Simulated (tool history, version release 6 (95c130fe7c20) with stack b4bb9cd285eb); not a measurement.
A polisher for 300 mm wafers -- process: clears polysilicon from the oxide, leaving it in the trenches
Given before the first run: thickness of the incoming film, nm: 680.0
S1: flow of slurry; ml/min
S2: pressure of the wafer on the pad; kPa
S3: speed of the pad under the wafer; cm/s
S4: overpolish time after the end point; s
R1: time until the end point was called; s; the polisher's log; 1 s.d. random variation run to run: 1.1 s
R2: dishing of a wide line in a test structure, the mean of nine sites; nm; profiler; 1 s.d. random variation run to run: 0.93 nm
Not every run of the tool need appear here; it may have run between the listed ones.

{"run": 1, "day": 0.0, "S1": 250, "S2": 22.1, "S3": 98, "S4": 13, "R1": 41.203, "R2": 36.264}
{"run": 2, "day": 0.179, "S1": 250, "S2": 21.4, "S3": 98, "S4": 14, "R1": 42.47, "R2": 37.238}
{"run": 3, "day": 0.371, "S1": 250, "S2": 21.4, "S3": 82, "S4": 14, "R1": 50.509, "R2": 35.74}
{"run": 4, "day": 0.617, "S1": 250, "S2": 20.7, "S3": 82, "S4": 15, "R1": 49.883, "R2": 37.286}
{"run": 5, "day": 0.771, "S1": 250, "S2": 20, "S3": 82, "S4": 15, "R1": 51.571, "R2": 37.631}
{"run": 6, "day": 0.975, "S1": 250, "S2": 20, "S3": 102, "S4": 15, "R1": 42.538, "R2": 37.617}
{"run": 7, "day": 1.267, "S1": 250, "S2": 19.3, "S3": 102, "S4": 15, "R1": 43.081, "R2": 38.661}
{"run": 8, "day": 1.504, "S1": 250, "S2": 18.6, "S3": 100, "S4": 14, "R1": 45.36, "R2": 36.882}
{"run": 9, "day": 1.558, "S1": 250, "S2": 17.9, "S3": 100, "S4": 14, "R1": 46.007, "R2": 38.317}

Forecast run 10:
{"run": 10, "day": 1.662, "S1": 250, "S2": 17.2, "S3": 98, "S4": 13, "R1": "?", "R2": "?"}

R1: 47.692 s
R2: 35.667 nm
